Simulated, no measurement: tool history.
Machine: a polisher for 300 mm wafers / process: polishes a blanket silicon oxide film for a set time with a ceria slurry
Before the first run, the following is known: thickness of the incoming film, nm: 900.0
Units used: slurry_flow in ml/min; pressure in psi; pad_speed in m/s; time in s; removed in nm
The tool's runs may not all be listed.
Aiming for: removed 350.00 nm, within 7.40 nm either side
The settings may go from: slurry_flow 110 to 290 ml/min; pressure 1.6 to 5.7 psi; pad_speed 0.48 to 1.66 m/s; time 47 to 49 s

run,hour,slurry_flow,pressure,pad_speed,time,removed
1,0.0,185,3.6,1.06,47,270.32
2,4.9,185,3.6,1.06,49,283.64
3,12.1,185,3.6,1.06,49,283.33
4,14.3,195,3.7,1.06,49,290.43
5,15.7,195,3.9,1.06,49,296.09
6,20.2,165,3.9,1.06,49,295.42
7,22.0,175,4.1,1.06,49,303.00
8,23.0,175,4.8,1.06,49,337.96
9,29.8,180,4.8,1.06,49,337.04

Below are 4 possible settings for the next run. Only one of them brings all results inside the allowed miss of their targets. Which is it?
A,36.6,200,4.6,1.08,48,?
B,36.6,150,4.8,1.00,48,?
C,36.6,225,4.4,1.04,49,?
D,36.6,235,4.0,1.28,49,?

move,removed
A,327.99
B,310.32
C,321.45
D,348.34
A: further off than the last run
B: further off than the last run
C: further off than the last run
D: hits every target within its allowed miss
D meets every target.
